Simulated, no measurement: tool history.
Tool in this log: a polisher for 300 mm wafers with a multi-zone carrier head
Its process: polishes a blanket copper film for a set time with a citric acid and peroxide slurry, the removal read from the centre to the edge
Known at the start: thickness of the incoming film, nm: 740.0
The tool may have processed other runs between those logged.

run  hour  flow of slurry (ml/min)  pressure of the head's centre zone  pressure of the head's middle zone  pressure of the head's edge zone  abrasive content of the slurry  polishing time (s)  film removed at the wafer's centre (nm)  film removed at mid-radius (nm)  film removed at the wafer's edge (nm)
  1   0.0                      310                                1.00                                1.00                              1.00                            1.00                  73                                   149.53                           157.09                                 151.14
  2   6.9                      310                                1.00                                1.00                              1.00                            1.15                  73                                   152.48                           159.04                                 158.19
  3  13.7                      315                                1.01                                1.02                              0.99                            1.15                  74                                   158.99                           164.14                                 157.90
  4  16.8                      315                                1.01                                1.02                              1.06                            1.15                  74                                   154.99                           164.24                                 161.31
  5  20.4                      315                                1.01                                1.02                              1.02                            1.15                  74                                   157.93                           165.28                                 163.19
  6  22.4                      315                                1.01                                1.02                              1.02                            1.15                  90                                   189.43                           199.02                                 195.53
  7  31.2                      320                                1.02                                1.03                              1.01                            1.15                  90                                   196.33                           200.85                                 194.49
  8  38.5                      325                                1.02                                1.04                              1.01                            1.15                  90                                   199.48                           199.66                                 196.60

Run 9 has not been measured yet. What should we expect?
  9  47.4                      315                                1.02                                1.06                              0.99                            1.15                  91                                        ?                                ?                                      ?

{"run 9": {"film removed at the wafer's centre (nm)": 196.32, "film removed at mid-radius (nm)": 206.49, "film removed at the wafer's edge (nm)": 193.06}}
